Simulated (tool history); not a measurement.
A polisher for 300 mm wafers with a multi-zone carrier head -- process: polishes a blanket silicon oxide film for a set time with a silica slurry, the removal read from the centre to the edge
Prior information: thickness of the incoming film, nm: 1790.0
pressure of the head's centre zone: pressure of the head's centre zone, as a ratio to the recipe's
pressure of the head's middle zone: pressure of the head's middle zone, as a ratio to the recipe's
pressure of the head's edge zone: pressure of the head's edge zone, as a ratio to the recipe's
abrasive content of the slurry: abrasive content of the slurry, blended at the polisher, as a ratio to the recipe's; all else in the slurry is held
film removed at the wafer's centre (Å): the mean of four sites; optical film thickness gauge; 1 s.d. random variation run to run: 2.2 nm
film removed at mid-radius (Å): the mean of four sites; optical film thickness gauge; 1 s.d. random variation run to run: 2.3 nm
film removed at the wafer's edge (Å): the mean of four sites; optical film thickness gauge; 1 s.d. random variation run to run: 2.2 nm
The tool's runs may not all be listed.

| run | hour | flow of slurry (ml/min) | pressure of the head's centre zone | pressure of the head's middle zone | pressure of the head's edge zone | abrasive content of the slurry | polishing time (s) | film removed at the wafer's centre (Å) | film removed at mid-radius (Å) | film removed at the wafer's edge (Å) |
|---|---|---|---|---|---|---|---|---|---|---|
| 1 | 0 | 320 | 1 | 1 | 1 | 1 | 78 | 3314.3 | 3275 | 3183.5 |
| 2 | 7.3 | 320 | 1 | 1 | 1 | 1 | 85 | 3529.4 | 3530.1 | 3508 |
| 3 | 11.8 | 320 | 1 | 1 | 0.92 | 1 | 85 | 3556.1 | 3535.8 | 3363.9 |
| 4 | 16.5 | 320 | 1 | 1.09 | 0.92 | 1 | 85 | 3594.3 | 3750.1 | 3312 |
| 5 | 24 | 310 | 0.98 | 1.04 | 0.91 | 0.95 | 85 | 3473.1 | 3539.1 | 3275.6 |
| 6 | 24.6 | 255 | 0.98 | 1.04 | 0.91 | 0.95 | 85 | 3375.3 | 3517.9 | 3222.7 |
| 7 | 27 | 255 | 0.98 | 1.04 | 0.91 | 0.95 | 85 | 3348.7 | 3437.2 | 3166.6 |
| 8 | 29.1 | 245 | 0.96 | 1.01 | 0.9 | 0.95 | 85 | 3287.9 | 3371 | 3199.6 |
| 9 | 33.7 | 240 | 0.94 | 0.99 | 0.89 | 0.95 | 85 | 3226.8 | 3392.1 | 3094.4 |
| 10 | 38.8 | 230 | 0.93 | 0.96 | 0.91 | 0.95 | 85 | 3195.8 | 3281.5 | 3191.6 |
| 11 | 45 | 225 | 0.91 | 0.94 | 0.9 | 0.95 | 85 | 3153.2 | 3198.8 | 3090.4 |
| 12 | 50.6 | 220 | 0.89 | 0.93 | 0.91 | 0.95 | 85 | 3054.8 | 3180.5 | 3175.2 |
| 13 | 56.4 | 215 | 0.88 | 0.92 | 0.9 | 0.95 | 85 | 2978.3 | 3148.1 | 3134.2 |
| 14 | 57.3 | 215 | 0.88 | 0.91 | 0.9 | 0.95 | 85 | 3005.4 | 3110.2 | 3148 |

Forecast run 15:
| 15 | 61.3 | 215 | 0.87 | 0.9 | 0.89 | 0.95 | 85 | ? | ? | ? |

film removed at the wafer's centre (Å): 3013.2
film removed at mid-radius (Å): 3088
film removed at the wafer's edge (Å): 3108.2
